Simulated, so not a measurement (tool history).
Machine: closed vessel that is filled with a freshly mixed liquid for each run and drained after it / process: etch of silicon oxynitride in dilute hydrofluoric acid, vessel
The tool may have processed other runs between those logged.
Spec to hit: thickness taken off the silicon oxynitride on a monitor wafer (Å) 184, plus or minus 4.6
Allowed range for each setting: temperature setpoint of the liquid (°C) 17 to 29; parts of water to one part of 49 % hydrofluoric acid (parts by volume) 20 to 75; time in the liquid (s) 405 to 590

run  hour  temperature setpoint of the liquid (°C)  parts of water to one part of 49 % hydrofluoric acid (parts by volume)  time in the liquid (s)  thickness taken off the silicon oxynitride on a monitor wafer (Å)
  1     0                                       21                                                                      45                     590                                                             161.18
  2   3.7                                     21.5                                                                      45                     590                                                             165.38
  3   8.5                                     21.5                                                                      45                     405                                                             113.91
  4  12.7                                     24.5                                                                      45                     405                                                             130.86
  5  17.7                                     24.5                                                                      60                     405                                                             97.558
  6    19                                       27                                                                      60                     405                                                             109.75
  7  22.4                                       29                                                                      45                     415                                                             167.18
  8  24.8                                       29                                                                      40                     420                                                             190.98

Which one of the following 4 next-run settings gets every result inside its allowed miss? There is exactly one.
  A  27.2                                       28                                                                      35                     405                                                                  ?
  B  27.2                                       28                                                                      55                     590                                                                  ?
  C  27.2                                       29                                                                      50                     555                                                                  ?
  D  27.2                                       28                                                                      45                     525                                                                  ?

move  thickness taken off the silicon oxynitride on a monitor wafer (Å)
   A                                                             202.26
   B                                                             184.05
   C                                                              200.6
   D                                                             202.09
A: moves away from the targets compared with the last run
B: every result lands within tolerance
C: moves away from the targets compared with the last run
D: moves away from the targets compared with the last run
The right move is B.

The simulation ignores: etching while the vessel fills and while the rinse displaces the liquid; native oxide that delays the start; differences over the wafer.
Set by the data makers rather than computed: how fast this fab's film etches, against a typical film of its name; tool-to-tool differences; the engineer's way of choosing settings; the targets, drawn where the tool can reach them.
